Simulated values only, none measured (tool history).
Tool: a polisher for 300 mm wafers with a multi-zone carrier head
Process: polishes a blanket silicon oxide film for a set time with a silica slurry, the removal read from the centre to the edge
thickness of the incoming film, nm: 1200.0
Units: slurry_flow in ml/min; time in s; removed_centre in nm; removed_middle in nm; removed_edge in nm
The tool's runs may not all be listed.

run,hour,slurry_flow,centre_zone,middle_zone,edge_zone,slurry_solids,time,removed_centre,removed_middle,removed_edge
1,0.0,290,1.00,1.00,1.00,1.00,50,118.29,118.05,115.99
2,4.3,290,1.00,1.00,1.00,0.80,50,109.17,109.92,107.09
3,7.6,340,1.00,1.00,1.00,0.80,50,110.88,110.87,109.17
4,13.1,340,1.00,1.00,1.00,0.95,50,118.05,116.92,116.31
5,14.1,380,1.00,1.00,1.00,0.95,50,116.78,119.08,117.66
6,16.4,385,1.02,0.99,1.02,0.95,50,121.37,118.56,117.31

The next listed run, before its measurement:
7,24.9,385,1.02,0.96,1.04,1.00,50,?,?,?

removed_centre: 122.91 nm
removed_middle: 114.54 nm
removed_edge: 120.01 nm
